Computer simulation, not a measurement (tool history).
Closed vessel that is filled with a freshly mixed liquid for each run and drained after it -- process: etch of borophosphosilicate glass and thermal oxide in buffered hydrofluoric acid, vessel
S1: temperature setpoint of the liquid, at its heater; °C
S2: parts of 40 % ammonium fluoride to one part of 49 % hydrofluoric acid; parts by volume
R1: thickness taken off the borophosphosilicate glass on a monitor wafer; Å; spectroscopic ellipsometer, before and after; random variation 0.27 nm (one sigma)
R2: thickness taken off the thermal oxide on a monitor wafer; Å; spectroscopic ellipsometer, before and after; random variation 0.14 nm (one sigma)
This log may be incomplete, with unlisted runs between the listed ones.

run 1 day=0.000 | S1=21.0 S2=11.0 time_in_the_liquid_(s)=60 | R1=1336.6 R2=572.02
run 2 day=0.250 | S1=21.0 S2=13.0 time_in_the_liquid_(s)=60 | R1=1136.8 R2=486.40
run 3 day=0.312 | S1=20.5 S2=13.0 time_in_the_liquid_(s)=60 | R1=1107.8 R2=473.94
run 4 day=0.471 | S1=20.5 S2=13.0 time_in_the_liquid_(s)=75 | R1=1388.0 R2=588.18
run 5 day=0.596 | S1=20.0 S2=13.5 time_in_the_liquid_(s)=75 | R1=1289.1 R2=550.78
run 6 day=0.754 | S1=20.0 S2=11.5 time_in_the_liquid_(s)=75 | R1=1516.4 R2=647.97
run 7 day=0.862 | S1=19.5 S2=12.0 time_in_the_liquid_(s)=75 | R1=1428.1 R2=604.33
run 8 day=0.979 | S1=19.0 S2=12.5 time_in_the_liquid_(s)=75 | R1=1319.8 R2=566.28
run 9 day=1.229 | S1=19.0 S2=12.5 time_in_the_liquid_(s)=75 | R1=1325.5 R2=563.49
run 10 day=1.304 | S1=19.0 S2=13.0 time_in_the_liquid_(s)=75 | R1=1265.7 R2=545.78
run 11 day=1.479 | S1=19.0 S2=13.5 time_in_the_liquid_(s)=75 | R1=1232.2 R2=524.26
run 12 day=1.762 | S1=19.0 S2=14.0 time_in_the_liquid_(s)=75 | R1=1181.6 R2=507.00

Run 13 has not been measured yet. What should we expect?
run 13 day=2.038 | S1=19.0 S2=14.5 time_in_the_liquid_(s)=75 | R1=? R2=?

{"run 13": {"R1": 1141.5, "R2": 487.49}}
